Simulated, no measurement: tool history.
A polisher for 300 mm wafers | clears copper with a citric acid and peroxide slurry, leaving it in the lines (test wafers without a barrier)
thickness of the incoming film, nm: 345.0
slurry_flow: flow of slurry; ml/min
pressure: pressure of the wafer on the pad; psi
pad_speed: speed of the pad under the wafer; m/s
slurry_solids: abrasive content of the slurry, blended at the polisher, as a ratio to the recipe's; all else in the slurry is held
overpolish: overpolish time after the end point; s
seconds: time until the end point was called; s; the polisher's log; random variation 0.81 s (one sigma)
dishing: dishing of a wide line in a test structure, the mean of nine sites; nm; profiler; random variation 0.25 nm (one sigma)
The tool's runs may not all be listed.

run 1 day=0.000 | slurry_flow=250 pressure=2.9 pad_speed=1.40 slurry_solids=1.0 overpolish=9 | seconds=106.260 dishing=20.158
run 2 day=0.175 | slurry_flow=310 pressure=2.9 pad_speed=1.40 slurry_solids=1.0 overpolish=9 | seconds=101.190 dishing=20.358
run 3 day=0.212 | slurry_flow=310 pressure=2.9 pad_speed=1.40 slurry_solids=0.8 overpolish=9 | seconds=104.980 dishing=19.829
run 4 day=0.512 | slurry_flow=310 pressure=2.4 pad_speed=1.40 slurry_solids=0.8 overpolish=9 | seconds=124.740 dishing=16.950
run 5 day=0.638 | slurry_flow=310 pressure=3.1 pad_speed=1.40 slurry_solids=0.8 overpolish=9 | seconds=99.140 dishing=21.276
run 6 day=0.908 | slurry_flow=310 pressure=2.7 pad_speed=1.40 slurry_solids=0.8 overpolish=9 | seconds=112.550 dishing=19.108
run 7 day=1.112 | slurry_flow=320 pressure=2.9 pad_speed=1.40 slurry_solids=0.8 overpolish=8 | seconds=104.750 dishing=18.049
run 8 day=1.304 | slurry_flow=330 pressure=3.1 pad_speed=1.40 slurry_solids=0.8 overpolish=8 | seconds=97.273 dishing=19.268
run 9 day=1.612 | slurry_flow=335 pressure=3.3 pad_speed=1.40 slurry_solids=0.8 overpolish=8 | seconds=93.329 dishing=20.370
run 10 day=1.671 | slurry_flow=340 pressure=3.5 pad_speed=1.42 slurry_solids=0.8 overpolish=7 | seconds=85.754 dishing=18.780
run 11 day=1.988 | slurry_flow=345 pressure=3.6 pad_speed=1.44 slurry_solids=0.8 overpolish=7 | seconds=84.354 dishing=19.784
run 12 day=2.217 | slurry_flow=350 pressure=3.7 pad_speed=1.46 slurry_solids=0.8 overpolish=7 | seconds=80.438 dishing=20.756

Forecast run 13:
run 13 day=2.325 | slurry_flow=355 pressure=3.8 pad_speed=1.48 slurry_solids=0.8 overpolish=7 | seconds=? dishing=?

seconds: 77.391 s
dishing: 21.262 nm
